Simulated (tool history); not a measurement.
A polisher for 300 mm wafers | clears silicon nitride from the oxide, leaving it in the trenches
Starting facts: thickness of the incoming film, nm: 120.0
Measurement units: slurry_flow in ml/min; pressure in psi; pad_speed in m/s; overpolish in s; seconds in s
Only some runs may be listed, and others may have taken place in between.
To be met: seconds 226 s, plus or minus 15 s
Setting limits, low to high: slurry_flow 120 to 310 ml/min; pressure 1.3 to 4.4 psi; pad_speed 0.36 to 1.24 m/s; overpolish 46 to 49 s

run,day,slurry_flow,pressure,pad_speed,overpolish,seconds
1,0,200,2.8,0.8,46,156.1
2,0.346,200,2.8,0.96,46,128.94
3,0.442,200,2.3,0.94,46,157.63
4,0.704,200,2,0.92,46,187.68
5,0.821,200,2.4,0.92,46,158.87
6,1.183,200,2.4,1.02,46,139.72
7,1.533,200,2.1,1,46,159.74
8,1.604,200,1.8,0.98,46,190.15
9,1.683,200,1.7,0.98,46,208.01
10,1.95,200,1.7,0.98,46,201.01

Which of these 5 next moves meets every target?
A,2.217,195,1.9,1.12,49,?
B,2.217,275,1.6,1.24,49,?
C,2.217,120,1.3,1.02,48,?
D,2.217,150,1.7,0.78,49,?
E,2.217,180,1.5,1,49,?

move,seconds
A,157.97
B,160.79
C,261.89
D,257.92
E,220.62
A: lands further from the targets than the last run did
B: lands further from the targets than the last run did
C: takes the biggest miss from the last run beyond its target
D: takes the biggest miss from the last run beyond its target
E: all results in spec
Move E is the one to make.
